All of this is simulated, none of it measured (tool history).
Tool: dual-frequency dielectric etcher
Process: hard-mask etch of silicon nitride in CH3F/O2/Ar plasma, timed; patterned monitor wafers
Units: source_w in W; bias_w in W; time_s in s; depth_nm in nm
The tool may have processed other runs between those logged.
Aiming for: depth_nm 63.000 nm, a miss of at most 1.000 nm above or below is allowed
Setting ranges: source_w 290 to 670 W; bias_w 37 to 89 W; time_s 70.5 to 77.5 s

run	hour	source_w	bias_w	time_s	depth_nm
1	0.0	480	63	77.5	56.969
2	6.6	500	63	77.5	57.368
3	15.5	500	63	70.5	52.265
4	24.4	500	63	70.5	52.368
5	26.3	460	63	70.5	51.220
6	33.2	410	63	70.5	49.640
7	35.6	460	66	70.5	52.689
8	36.8	500	68	70.5	53.951
9	43.8	600	81	73.0	64.378
10	50.9	590	81	73.0	64.437

Exactly one of the 4 candidate moves below puts every result within its allowed miss. Which one?
A	58.0	630	76	76.5	?
B	58.0	560	83	72.0	?
C	58.0	550	89	73.0	?
D	58.0	660	73	70.5	?

move	depth_nm
A	66.228
B	62.968
C	65.737
D	60.645
A: lands further from the targets than the last run did
B: all results in spec
C: lands further from the targets than the last run did
D: takes the result that was furthest off past its target
Move B is the one to make.
